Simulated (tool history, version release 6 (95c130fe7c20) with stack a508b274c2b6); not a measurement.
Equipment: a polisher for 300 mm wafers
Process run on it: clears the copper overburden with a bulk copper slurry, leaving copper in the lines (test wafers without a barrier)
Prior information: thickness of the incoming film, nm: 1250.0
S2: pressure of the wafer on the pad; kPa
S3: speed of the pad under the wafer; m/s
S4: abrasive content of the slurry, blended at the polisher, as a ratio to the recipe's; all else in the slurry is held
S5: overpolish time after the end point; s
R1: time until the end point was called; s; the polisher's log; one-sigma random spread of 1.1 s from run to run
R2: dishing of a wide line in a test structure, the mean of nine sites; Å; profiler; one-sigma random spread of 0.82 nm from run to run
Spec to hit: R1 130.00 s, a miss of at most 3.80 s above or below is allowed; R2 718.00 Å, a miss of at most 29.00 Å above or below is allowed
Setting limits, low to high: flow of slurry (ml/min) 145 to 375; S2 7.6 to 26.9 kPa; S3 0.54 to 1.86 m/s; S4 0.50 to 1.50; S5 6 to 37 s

{"run": 1, "hour": 0.0, "flow of slurry (ml/min)": 240, "S2": 17.2, "S3": 1.18, "S4": 1.0, "S5": 19, "R1": 151.33, "R2": 628.61}
{"run": 2, "hour": 6.4, "flow of slurry (ml/min)": 245, "S2": 17.9, "S3": 1.18, "S4": 1.0, "S5": 20, "R1": 144.68, "R2": 657.06}
{"run": 3, "hour": 13.3, "flow of slurry (ml/min)": 245, "S2": 15.2, "S3": 1.18, "S4": 1.0, "S5": 20, "R1": 170.8, "R2": 591.78}
{"run": 4, "hour": 21.9, "flow of slurry (ml/min)": 245, "S2": 15.2, "S3": 1.18, "S4": 1.0, "S5": 14, "R1": 170.21, "R2": 502.86}
{"run": 5, "hour": 24.4, "flow of slurry (ml/min)": 245, "S2": 11.7, "S3": 1.18, "S4": 1.0, "S5": 14, "R1": 215.69, "R2": 417.1}
{"run": 6, "hour": 32.1, "flow of slurry (ml/min)": 245, "S2": 11.7, "S3": 1.18, "S4": 1.0, "S5": 7, "R1": 214.17, "R2": 259.97}
{"run": 7, "hour": 39.3, "flow of slurry (ml/min)": 225, "S2": 16.5, "S3": 1.1, "S4": 1.0, "S5": 16, "R1": 171.9, "R2": 537.63}
{"run": 8, "hour": 47.8, "flow of slurry (ml/min)": 245, "S2": 17.9, "S3": 1.1, "S4": 1.0, "S5": 17, "R1": 156.45, "R2": 596.3}
{"run": 9, "hour": 56.3, "flow of slurry (ml/min)": 250, "S2": 18.6, "S3": 1.1, "S4": 1.0, "S5": 17, "R1": 147.04, "R2": 623.37}
{"run": 10, "hour": 57.0, "flow of slurry (ml/min)": 270, "S2": 19.3, "S3": 1.1, "S4": 1.0, "S5": 18, "R1": 140.81, "R2": 630.09}
{"run": 11, "hour": 63.3, "flow of slurry (ml/min)": 260, "S2": 20.0, "S3": 1.1, "S4": 1.0, "S5": 18, "R1": 138.8, "R2": 653.47}
{"run": 12, "hour": 68.2, "flow of slurry (ml/min)": 255, "S2": 20.7, "S3": 1.1, "S4": 1.0, "S5": 18, "R1": 133.16, "R2": 673.57}
{"run": 13, "hour": 72.2, "flow of slurry (ml/min)": 250, "S2": 20.7, "S3": 1.1, "S4": 1.0, "S5": 19, "R1": 135.14, "R2": 676.04}
{"run": 14, "hour": 73.2, "flow of slurry (ml/min)": 260, "S2": 20.7, "S3": 1.1, "S4": 1.0, "S5": 19, "R1": 133.51, "R2": 687.42}

Which of these 4 next moves meets every target?
{"run": "A", "hour": 74.2, "flow of slurry (ml/min)": 250, "S2": 23.4, "S3": 0.98, "S4": 1.15, "S5": 19, "R1": "?", "R2": "?"}
{"run": "B", "hour": 74.2, "flow of slurry (ml/min)": 290, "S2": 21.4, "S3": 1.0, "S4": 1.1, "S5": 24, "R1": "?", "R2": "?"}
{"run": "C", "hour": 74.2, "flow of slurry (ml/min)": 280, "S2": 20.0, "S3": 1.12, "S4": 1.0, "S5": 17, "R1": "?", "R2": "?"}
{"run": "D", "hour": 74.2, "flow of slurry (ml/min)": 255, "S2": 20.0, "S3": 1.14, "S4": 1.05, "S5": 17, "R1": "?", "R2": "?"}

move=A R1=130.62 R2=714.65
move=B R1=138.97 R2=743.30
move=C R1=135.38 R2=651.84
move=D R1=133.42 R2=655.89
A: meets every target
B: gets the furthest-off result to its target, but another result is out of tolerance
C: lands further from the targets than the last run did
D: lands further from the targets than the last run did
Move A is the one to make.
